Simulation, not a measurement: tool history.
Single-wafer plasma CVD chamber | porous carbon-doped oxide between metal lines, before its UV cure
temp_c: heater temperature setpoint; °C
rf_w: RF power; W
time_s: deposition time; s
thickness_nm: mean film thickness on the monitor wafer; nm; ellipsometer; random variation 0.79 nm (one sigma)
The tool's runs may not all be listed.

run	hour	temp_c	rf_w	time_s	thickness_nm
1	0	295	545	21.9	129.83
2	7.7	295	545	20.9	124.58
3	14	291	555	20.9	128.81
4	15.3	288	565	20.9	132.45
5	19.6	285	570	20.9	136.22
6	27.3	283	575	20.9	140.32
7	28.8	283	575	20.9	138.62
8	30.9	281	575	20.9	140.93
9	35.2	280	575	20.9	142.25
10	38.1	279	575	20.9	142.16

Run 11 comes next. What will it give?
11	41.2	278	575	20.9	?

thickness_nm: 143.82 nm

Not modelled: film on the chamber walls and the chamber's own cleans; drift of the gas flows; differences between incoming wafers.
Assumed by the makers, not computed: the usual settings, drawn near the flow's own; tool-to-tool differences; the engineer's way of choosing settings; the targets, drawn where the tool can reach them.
